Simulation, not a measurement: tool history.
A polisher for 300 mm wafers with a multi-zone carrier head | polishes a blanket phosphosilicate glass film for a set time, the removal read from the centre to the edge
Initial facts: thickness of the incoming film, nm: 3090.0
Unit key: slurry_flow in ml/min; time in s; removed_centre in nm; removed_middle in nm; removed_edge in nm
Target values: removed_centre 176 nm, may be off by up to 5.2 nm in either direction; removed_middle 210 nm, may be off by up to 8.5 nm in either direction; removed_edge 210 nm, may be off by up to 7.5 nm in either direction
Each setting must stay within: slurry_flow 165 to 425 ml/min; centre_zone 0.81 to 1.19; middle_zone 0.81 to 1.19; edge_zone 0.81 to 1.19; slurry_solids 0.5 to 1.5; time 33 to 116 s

| run | hour | slurry_flow | centre_zone | middle_zone | edge_zone | slurry_solids | time | removed_centre | removed_middle | removed_edge |
|---|---|---|---|---|---|---|---|---|---|---|
| 1 | 0 | 275 | 1 | 1 | 1 | 1 | 74 | 392.26 | 380.28 | 383.64 |
| 2 | 4.2 | 250 | 1 | 1 | 1 | 1 | 74 | 397.43 | 377.33 | 379.09 |
| 3 | 7.9 | 260 | 0.95 | 1 | 1 | 0.85 | 67 | 322.14 | 332.14 | 333.35 |
| 4 | 10.8 | 260 | 0.9 | 1 | 1 | 0.85 | 67 | 303.86 | 329.47 | 333.64 |
| 5 | 12.8 | 295 | 0.9 | 1 | 1 | 0.85 | 67 | 310.64 | 332.81 | 337.64 |
| 6 | 21 | 295 | 0.96 | 1 | 1 | 0.85 | 67 | 326.22 | 331.52 | 336.57 |
| 7 | 22.5 | 290 | 0.93 | 1 | 0.99 | 0.75 | 60 | 271.88 | 289.36 | 289.59 |
| 8 | 30.1 | 285 | 0.9 | 0.99 | 0.97 | 0.7 | 56 | 242.34 | 253.15 | 260.06 |
| 9 | 35.8 | 280 | 0.88 | 1 | 0.97 | 0.65 | 54 | 222.9 | 250.49 | 249.75 |

Next run, 5 choices. One meets every target within its allowed miss, the rest don't. Which?
| A | 41.5 | 315 | 0.84 | 1.03 | 1.06 | 0.6 | 45 | ? | ? | ? |
| B | 41.5 | 325 | 0.86 | 1.16 | 0.98 | 0.5 | 43 | ? | ? | ? |
| C | 41.5 | 190 | 0.89 | 1.03 | 0.99 | 0.5 | 49 | ? | ? | ? |
| D | 41.5 | 220 | 0.87 | 0.96 | 0.98 | 0.65 | 43 | ? | ? | ? |
| E | 41.5 | 265 | 0.81 | 1.02 | 1.01 | 0.6 | 50 | ? | ? | ? |

| move | removed_centre | removed_middle | removed_edge |
|---|---|---|---|
| A | 175.69 | 208.86 | 204.67 |
| B | 165.04 | 209.3 | 182.93 |
| C | 186.43 | 209.84 | 203.39 |
| D | 172.47 | 188.51 | 191.43 |
| E | 185.7 | 227.72 | 222.18 |
A: in spec on every target
B: the result that was furthest off in the last run now lies on the other side of its target
C: nearer than the last run, and not there yet
D: puts the biggest miss on target and leaves a different result outside tolerance
E: nearer than the last run, and not there yet
The move that meets every target is A.
